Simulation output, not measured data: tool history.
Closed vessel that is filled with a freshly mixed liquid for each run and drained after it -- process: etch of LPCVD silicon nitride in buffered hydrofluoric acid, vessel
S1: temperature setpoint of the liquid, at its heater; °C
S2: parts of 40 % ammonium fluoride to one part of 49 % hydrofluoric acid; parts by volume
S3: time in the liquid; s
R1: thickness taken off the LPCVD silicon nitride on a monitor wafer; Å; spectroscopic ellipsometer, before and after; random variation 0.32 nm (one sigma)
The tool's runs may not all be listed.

run 1 hour=0 | S1=24 S2=8 S3=2195 | R1=382.84
run 2 hour=6.9 | S1=25.5 S2=8 S3=2195 | R1=415.37
run 3 hour=8.4 | S1=25.5 S2=8 S3=2340 | R1=440.21
run 4 hour=17.1 | S1=24 S2=8 S3=2340 | R1=409.89
run 5 hour=24.4 | S1=24 S2=9.5 S3=2340 | R1=345.52
run 6 hour=33.1 | S1=24 S2=9.5 S3=2195 | R1=322.56
run 7 hour=38.6 | S1=24 S2=9.5 S3=2195 | R1=326.92
run 8 hour=46.4 | S1=26 S2=9 S3=2195 | R1=373.67

Run 9 has not been measured yet. What should we expect?
run 9 hour=54.3 | S1=27.5 S2=9 S3=2195 | R1=?

{"run 9": {"R1": 409.71}}
